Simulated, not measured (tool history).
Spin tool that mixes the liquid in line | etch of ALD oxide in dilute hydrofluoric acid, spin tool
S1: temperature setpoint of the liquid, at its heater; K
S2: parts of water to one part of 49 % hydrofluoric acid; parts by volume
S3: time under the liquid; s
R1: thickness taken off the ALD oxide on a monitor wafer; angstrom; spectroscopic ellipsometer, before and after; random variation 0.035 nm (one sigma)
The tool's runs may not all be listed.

| run | day | S1 | S2 | S3 | R1 |
|---|---|---|---|---|---|
| 1 | 0 | 297.15 | 290 | 305 | 153.21 |
| 2 | 0.275 | 295.15 | 320 | 305 | 126.01 |
| 3 | 0.308 | 295.15 | 320 | 305 | 126.08 |
| 4 | 0.65 | 295.15 | 360 | 305 | 107.94 |
| 5 | 0.762 | 293.65 | 370 | 305 | 98.776 |
| 6 | 1.033 | 293.65 | 335 | 305 | 112.99 |

Run 7 comes next. What will it give?
| 7 | 1.225 | 292.65 | 350 | 305 | ? |

{"run 7": {"R1": 103.15}}
